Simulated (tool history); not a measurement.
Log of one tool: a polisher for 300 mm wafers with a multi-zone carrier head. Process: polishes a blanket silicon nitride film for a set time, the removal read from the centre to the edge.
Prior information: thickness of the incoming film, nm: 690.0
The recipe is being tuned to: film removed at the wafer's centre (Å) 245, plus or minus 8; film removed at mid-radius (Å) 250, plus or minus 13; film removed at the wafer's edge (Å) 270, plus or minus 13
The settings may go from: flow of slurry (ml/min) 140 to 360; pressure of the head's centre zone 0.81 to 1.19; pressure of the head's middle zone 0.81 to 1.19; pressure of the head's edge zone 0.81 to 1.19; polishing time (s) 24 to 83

run  hour  flow of slurry (ml/min)  pressure of the head's centre zone  pressure of the head's middle zone  pressure of the head's edge zone  polishing time (s)  film removed at the wafer's centre (Å)  film removed at mid-radius (Å)  film removed at the wafer's edge (Å)
  1     0                      230                                   1                                   1                                 1                  53                                  508.63                          485.85                                503.95
  2     2                      230                                   1                                   1                              1.07                  53                                   522.3                          499.23                                526.29
  3   8.5                      230                                   1                                1.06                              1.07                  53                                  512.94                          528.07                                529.83
  4  10.5                      225                                0.97                                1.03                              1.04                  47                                  439.37                          456.56                                 453.8
  5  11.9                      215                                0.94                                0.99                              1.03                  43                                   392.2                          390.18                                417.45
  6  17.2                      215                                0.94                                0.96                              1.03                  43                                  390.16                          388.94                                419.01
  7  23.7                      150                                0.88                                0.87                              0.93                  28                                  227.27                          213.22                                254.69
  8  32.4                      160                                0.88                                0.89                              0.93                  28                                  228.08                           229.4                                252.82
  9  41.1                      170                                0.88                                0.89                              0.94                  28                                  229.89                          226.82                                257.72
 10  42.8                      180                                0.88                                 0.9                              0.94                  28                                   232.2                          229.21                                258.83
 11  48.1                      180                                0.88                                 0.9                              0.94                  28                                  231.62                          233.42                                256.14
 12  53.3                      185                                0.88                                0.91                              0.95                  28                                  236.45                           236.9                                259.16
 13  61.7                      185                                0.88                                0.91                              0.96                  28                                  228.31                          234.28                                264.66
 14  69.3                      190                                0.89                                0.92                              0.96                  28                                  235.54                          238.39                                258.27
 15  72.9                      190                                0.89                                0.92                              0.97                  28                                  232.23                          236.67                                255.75
 16    80                      215                                0.91                                0.94                              1.01                  30                                  262.11                          274.95                                282.33

Exactly one of the 4 candidate moves below puts every result within its allowed miss. Which one?
  A  87.1                      255                                1.08                                0.91                              0.97                  28                                       ?                               ?                                     ?
  B  87.1                      185                                0.93                                0.98                              1.11                  28                                       ?                               ?                                     ?
  C  87.1                      185                                0.81                                   1                                 1                  32                                       ?                               ?                                     ?
  D  87.1                      190                                1.03                                0.96                              0.96                  30                                       ?                               ?                                     ?

move  film removed at the wafer's centre (Å)  film removed at mid-radius (Å)  film removed at the wafer's edge (Å)
   A                                  295.27                          241.36                                263.44
   B                                  244.05                          247.64                                266.96
   C                                  242.85                           288.1                                295.19
   D                                  290.73                          261.55                                274.22
A: moves away from the targets compared with the last run
B: every result lands within tolerance
C: corrects the largest miss of the last run, while another result sits out of spec
D: moves away from the targets compared with the last run
B meets every target.
